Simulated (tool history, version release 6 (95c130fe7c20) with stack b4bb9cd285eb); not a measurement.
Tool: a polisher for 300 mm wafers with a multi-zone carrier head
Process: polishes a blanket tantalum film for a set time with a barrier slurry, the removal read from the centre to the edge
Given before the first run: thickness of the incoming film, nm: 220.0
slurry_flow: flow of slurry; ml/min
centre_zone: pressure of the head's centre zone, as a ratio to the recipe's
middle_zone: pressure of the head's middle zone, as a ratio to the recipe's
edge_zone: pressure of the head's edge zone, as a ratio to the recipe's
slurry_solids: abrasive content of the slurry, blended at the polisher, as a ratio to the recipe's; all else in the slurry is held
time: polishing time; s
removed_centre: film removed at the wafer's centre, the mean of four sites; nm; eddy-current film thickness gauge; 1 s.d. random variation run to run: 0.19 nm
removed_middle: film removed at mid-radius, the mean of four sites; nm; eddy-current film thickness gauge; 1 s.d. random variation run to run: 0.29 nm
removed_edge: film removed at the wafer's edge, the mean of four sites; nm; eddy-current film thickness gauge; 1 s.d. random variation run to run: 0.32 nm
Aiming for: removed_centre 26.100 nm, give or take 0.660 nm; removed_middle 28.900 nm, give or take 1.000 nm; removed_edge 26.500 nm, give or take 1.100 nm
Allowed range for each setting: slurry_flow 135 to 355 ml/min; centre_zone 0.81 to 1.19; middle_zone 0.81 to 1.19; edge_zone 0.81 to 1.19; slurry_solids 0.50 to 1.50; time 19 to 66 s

run,day,slurry_flow,centre_zone,middle_zone,edge_zone,slurry_solids,time,removed_centre,removed_middle,removed_edge
1,0.000,225,1.00,1.00,1.00,1.00,42,56.602,56.564,55.796
2,0.250,225,1.00,1.03,1.00,1.00,42,57.033,57.848,56.976
3,0.521,225,1.00,1.03,1.05,1.00,42,56.614,58.536,58.295
4,0.717,225,0.98,1.03,1.01,0.90,39,50.402,52.197,50.166
5,0.825,225,0.98,1.03,1.01,0.90,48,60.673,63.643,61.121
6,0.950,225,0.98,1.06,1.01,0.90,48,61.880,65.707,62.044
7,0.988,215,0.95,1.04,0.99,0.85,45,54.798,59.199,56.020
8,1.358,185,0.86,0.95,0.89,0.60,33,29.477,32.405,32.187
9,1.683,185,0.86,0.95,0.89,0.60,33,30.156,32.906,31.823
10,1.892,180,0.86,0.97,0.81,0.50,27,21.343,23.732,22.191
11,2.129,195,0.87,0.98,0.82,0.50,27,21.739,24.016,22.109
12,2.217,200,0.88,0.99,0.84,0.50,27,22.126,24.422,23.178
13,2.262,200,0.89,1.01,0.85,0.55,27,24.149,26.879,24.881

Which of these 5 next moves meets every target?
A,2.308,185,1.01,0.96,0.96,0.60,26,?,?,?
B,2.308,280,0.92,1.10,0.82,0.55,29,?,?,?
C,2.308,205,0.84,0.99,0.84,0.55,29,?,?,?
D,2.308,240,0.88,0.99,0.83,0.70,25,?,?,?
E,2.308,285,0.90,0.92,0.87,0.50,30,?,?,?

move,removed_centre,removed_middle,removed_edge
A,27.414,26.280,26.438
B,28.285,32.277,27.000
C,24.861,28.754,26.481
D,26.601,29.420,26.801
E,26.699,27.459,26.758
A: takes the biggest miss from the last run beyond its target
B: takes the biggest miss from the last run beyond its target
C: nearer than the last run, and not there yet
D: each result inside its tolerance
E: brings the result that was furthest off to its target, and leaves another outside
Move D is the one to make.
